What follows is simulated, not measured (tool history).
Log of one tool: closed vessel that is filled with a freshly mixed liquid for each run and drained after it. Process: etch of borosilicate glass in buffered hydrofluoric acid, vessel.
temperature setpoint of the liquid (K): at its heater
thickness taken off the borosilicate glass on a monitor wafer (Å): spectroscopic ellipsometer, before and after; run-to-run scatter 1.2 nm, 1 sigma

run    day  temperature setpoint of the liquid (K)  parts of 40 % ammonium fluoride to one part of 49 % hydrofluoric acid (parts by volume)  time in the liquid (s)  thickness taken off the borosilicate glass on a monitor wafer (Å)
  1  0.000                                  294.15                                                                                     10.0                      90                                                             1199.3
  2  0.317                                  291.15                                                                                     10.0                      90                                                             1023.0
  3  0.512                                  293.65                                                                                     10.0                      90                                                             1169.1
  4  0.825                                  295.65                                                                                     10.0                      90                                                             1299.3
  5  1.038                                  295.65                                                                                     11.5                      90                                                             1133.9
  6  1.292                                  297.15                                                                                     11.5                      90                                                             1237.2
  7  1.333                                  298.65                                                                                     11.5                      90                                                             1330.2
  8  1.708                                  299.65                                                                                     11.5                      90                                                             1396.6
  9  2.058                                  300.15                                                                                     11.5                      90                                                             1441.5
 10  2.154                                  300.65                                                                                     11.5                      90                                                             1472.8

Forecast run 11:
 11  2.425                                  301.15                                                                                     11.5                      90                                                                  ?

Logged for run 11: thickness taken off the borosilicate glass on a monitor wafer (Å) 1499.0.
